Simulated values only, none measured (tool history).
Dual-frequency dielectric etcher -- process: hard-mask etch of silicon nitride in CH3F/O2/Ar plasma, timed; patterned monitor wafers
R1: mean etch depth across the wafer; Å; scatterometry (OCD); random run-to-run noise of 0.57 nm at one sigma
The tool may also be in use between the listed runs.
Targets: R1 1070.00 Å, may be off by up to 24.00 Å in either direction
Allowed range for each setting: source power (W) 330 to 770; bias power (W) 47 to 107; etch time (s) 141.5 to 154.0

{"run": 1, "day": 0.0, "source power (W)": 550, "bias power (W)": 77, "etch time (s)": 154.0, "R1": 1315.9}
{"run": 2, "day": 0.104, "source power (W)": 550, "bias power (W)": 77, "etch time (s)": 154.0, "R1": 1301.7}
{"run": 3, "day": 0.267, "source power (W)": 550, "bias power (W)": 82, "etch time (s)": 154.0, "R1": 1358.9}
{"run": 4, "day": 0.371, "source power (W)": 550, "bias power (W)": 74, "etch time (s)": 154.0, "R1": 1290.8}
{"run": 5, "day": 0.471, "source power (W)": 640, "bias power (W)": 74, "etch time (s)": 154.0, "R1": 1364.0}
{"run": 6, "day": 0.704, "source power (W)": 610, "bias power (W)": 72, "etch time (s)": 153.5, "R1": 1304.5}
{"run": 7, "day": 0.821, "source power (W)": 590, "bias power (W)": 71, "etch time (s)": 153.5, "R1": 1274.2}
{"run": 8, "day": 1.096, "source power (W)": 570, "bias power (W)": 70, "etch time (s)": 153.5, "R1": 1258.6}
{"run": 9, "day": 1.246, "source power (W)": 570, "bias power (W)": 70, "etch time (s)": 153.5, "R1": 1273.6}
{"run": 10, "day": 1.371, "source power (W)": 550, "bias power (W)": 68, "etch time (s)": 153.0, "R1": 1228.6}
{"run": 11, "day": 1.7, "source power (W)": 530, "bias power (W)": 67, "etch time (s)": 153.0, "R1": 1200.9}

Of the 4 settings listed for the next run, only one would bring every result within its allowed miss of target. Which one?
{"run": "A", "day": 2.029, "source power (W)": 540, "bias power (W)": 65, "etch time (s)": 144.0, "R1": "?"}
{"run": "B", "day": 2.029, "source power (W)": 490, "bias power (W)": 65, "etch time (s)": 141.5, "R1": "?"}
{"run": "C", "day": 2.029, "source power (W)": 690, "bias power (W)": 71, "etch time (s)": 149.0, "R1": "?"}
{"run": "D", "day": 2.029, "source power (W)": 620, "bias power (W)": 48, "etch time (s)": 141.5, "R1": "?"}

move=A R1=1120.10
move=B R1=1069.20
move=C R1=1310.70
move=D R1=966.88
A: nearer than the last run, and not there yet
B: all results land within tolerance of their targets
C: the biggest miss grows against the last run
D: moves the result that the last run missed by most past its target, out the other side
Move B is the one to make.
